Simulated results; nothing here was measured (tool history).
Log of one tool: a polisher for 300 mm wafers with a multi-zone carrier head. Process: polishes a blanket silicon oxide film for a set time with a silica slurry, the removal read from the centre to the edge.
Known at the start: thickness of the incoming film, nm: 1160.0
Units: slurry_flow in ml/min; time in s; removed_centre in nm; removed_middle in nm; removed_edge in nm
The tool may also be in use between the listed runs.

{"run": 1, "day": 0.0, "slurry_flow": 295, "centre_zone": 1.0, "middle_zone": 1.0, "edge_zone": 1.0, "slurry_solids": 1.0, "time": 85, "removed_centre": 290.55, "removed_middle": 300.65, "removed_edge": 303.8}
{"run": 2, "day": 0.096, "slurry_flow": 300, "centre_zone": 1.01, "middle_zone": 1.02, "edge_zone": 1.02, "slurry_solids": 1.05, "time": 85, "removed_centre": 304.16, "removed_middle": 311.08, "removed_edge": 314.36}
{"run": 3, "day": 0.362, "slurry_flow": 300, "centre_zone": 1.01, "middle_zone": 1.02, "edge_zone": 0.98, "slurry_solids": 1.05, "time": 85, "removed_centre": 305.25, "removed_middle": 311.6, "removed_edge": 308.37}
{"run": 4, "day": 0.608, "slurry_flow": 305, "centre_zone": 1.01, "middle_zone": 1.04, "edge_zone": 0.99, "slurry_solids": 1.1, "time": 85, "removed_centre": 317.58, "removed_middle": 326.57, "removed_edge": 318.51}
{"run": 5, "day": 0.938, "slurry_flow": 310, "centre_zone": 1.01, "middle_zone": 1.06, "edge_zone": 1.01, "slurry_solids": 1.15, "time": 85, "removed_centre": 324.38, "removed_middle": 337.39, "removed_edge": 334.14}
{"run": 6, "day": 1.292, "slurry_flow": 315, "centre_zone": 1.01, "middle_zone": 1.07, "edge_zone": 1.01, "slurry_solids": 1.2, "time": 85, "removed_centre": 334.53, "removed_middle": 337.48, "removed_edge": 338.56}

Run 7 comes next. What will it give?
{"run": 7, "day": 1.362, "slurry_flow": 310, "centre_zone": 1.0, "middle_zone": 1.08, "edge_zone": 1.0, "slurry_solids": 1.25, "time": 86, "removed_centre": "?", "removed_middle": "?", "removed_edge": "?"}

{"run 7": {"removed_centre": 339.03, "removed_middle": 354.41, "removed_edge": 344.49}}

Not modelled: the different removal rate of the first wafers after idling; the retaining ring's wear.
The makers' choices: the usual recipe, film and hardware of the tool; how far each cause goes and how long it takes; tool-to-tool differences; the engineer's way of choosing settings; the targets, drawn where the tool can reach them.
